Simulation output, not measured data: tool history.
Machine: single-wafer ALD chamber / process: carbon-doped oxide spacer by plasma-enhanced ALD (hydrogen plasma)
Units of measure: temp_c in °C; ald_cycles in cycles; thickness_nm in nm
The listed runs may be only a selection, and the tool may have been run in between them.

run	day	temp_c	ald_cycles	thickness_nm
1	0	420	648	30.46
2	0.362	419	659	31.159
3	0.554	419	607	28.732
4	0.729	418	622	29.522
5	0.971	418	700	32.883
6	1.042	417	707	33.731
7	1.321	416	710	33.806

What does the tool deliver on the next run?
8	1.688	415	714	?

For run 8 the tool returned thickness_nm 34.401 nm.

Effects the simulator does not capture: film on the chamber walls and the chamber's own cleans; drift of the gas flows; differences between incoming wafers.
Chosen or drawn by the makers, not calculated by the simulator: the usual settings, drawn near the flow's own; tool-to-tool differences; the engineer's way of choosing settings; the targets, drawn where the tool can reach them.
